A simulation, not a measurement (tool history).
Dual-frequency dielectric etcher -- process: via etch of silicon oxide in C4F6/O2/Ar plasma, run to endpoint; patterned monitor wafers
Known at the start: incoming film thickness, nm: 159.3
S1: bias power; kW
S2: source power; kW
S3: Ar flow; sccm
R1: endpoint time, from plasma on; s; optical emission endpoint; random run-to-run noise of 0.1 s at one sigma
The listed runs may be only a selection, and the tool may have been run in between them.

run,hour,S1,S2,S3,R1
1,0.0,0.617,0.310,235,36.381
2,2.3,0.617,0.260,235,38.941
3,8.9,0.684,0.260,235,37.390
4,17.0,0.684,0.260,249,37.481
5,17.6,0.719,0.260,249,36.889
6,18.4,0.667,0.260,249,37.816
7,25.2,0.705,0.270,248,36.645
8,32.7,0.736,0.270,247,35.566

For run 9, what comes out?
9,33.9,0.758,0.270,247,?

R1: 35.494 s
